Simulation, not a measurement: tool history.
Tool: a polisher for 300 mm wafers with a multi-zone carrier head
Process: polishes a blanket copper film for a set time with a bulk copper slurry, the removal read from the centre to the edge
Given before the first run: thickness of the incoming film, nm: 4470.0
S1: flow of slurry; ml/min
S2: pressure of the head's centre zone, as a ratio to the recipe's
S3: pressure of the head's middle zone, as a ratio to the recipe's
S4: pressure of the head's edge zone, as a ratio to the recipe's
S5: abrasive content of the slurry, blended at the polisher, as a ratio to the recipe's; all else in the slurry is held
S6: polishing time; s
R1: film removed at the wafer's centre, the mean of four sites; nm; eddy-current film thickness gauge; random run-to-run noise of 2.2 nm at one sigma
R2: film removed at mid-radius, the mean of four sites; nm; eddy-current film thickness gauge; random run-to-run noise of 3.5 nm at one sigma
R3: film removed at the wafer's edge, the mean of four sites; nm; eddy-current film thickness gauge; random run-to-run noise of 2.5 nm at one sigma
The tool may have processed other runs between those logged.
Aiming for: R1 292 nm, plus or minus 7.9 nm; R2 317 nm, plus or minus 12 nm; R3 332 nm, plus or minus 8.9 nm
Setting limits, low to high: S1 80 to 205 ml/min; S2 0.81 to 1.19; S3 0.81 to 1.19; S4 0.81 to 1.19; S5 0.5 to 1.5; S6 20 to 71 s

run    day   S1    S2    S3    S4    S5  S6      R1      R2      R3
  1      0  135     1     1     1     1  45  580.58  564.86  549.11
  2  0.092  135  0.96     1     1     1  45   564.7   548.6  555.79
  3  0.208  115  0.96     1     1     1  45  537.89  532.21  538.59
  4  0.367  115  0.96  1.05     1     1  45  527.81  551.65  538.04
  5  0.542  110  0.94  1.04  0.99   0.9  42   481.6  498.21  487.77
  6  0.754  105  0.92  1.04     1  0.85  39  420.57  440.86  442.71
  7  0.875  100   0.9  1.04  0.99   0.8  38  395.74  438.53  422.81
  8  1.154   95  0.89  1.01  0.99  0.75  37  366.14  404.08  402.26
  9  1.183   95  0.88  0.98  0.98   0.7  36  352.78  380.52  386.33
 10  1.525   95  0.87  0.96  0.97  0.65  36  341.68   370.1  377.47

Which single option among these 5 for the next run brings every result within its allowed miss of target? Just one does.
  A  1.867  90  0.86  1.06  0.98  0.55  40   ?   ?   ?
  B  1.867  80  0.81  0.85  1.11   0.7  33   ?   ?   ?
  C  1.867  80  0.83  1.06  1.09  0.95  29   ?   ?   ?
  D  1.867  80  0.81  1.07  1.01   0.5  34   ?   ?   ?
  E  1.867  90  0.86  0.94  1.01   0.7  31   ?   ?   ?

move      R1      R2      R3
   A  361.31  425.37  403.59
   B  284.03  318.02  361.18
   C  270.11  329.53  332.58
   D  276.25  345.83  334.82
   E  292.02  323.91  331.28
A: further off than the last run
B: pushes the last run's worst result past its target
C: pushes the last run's worst result past its target
D: pushes the last run's worst result past its target
E: all results in spec
So the answer is move E, the one that meets all the targets.

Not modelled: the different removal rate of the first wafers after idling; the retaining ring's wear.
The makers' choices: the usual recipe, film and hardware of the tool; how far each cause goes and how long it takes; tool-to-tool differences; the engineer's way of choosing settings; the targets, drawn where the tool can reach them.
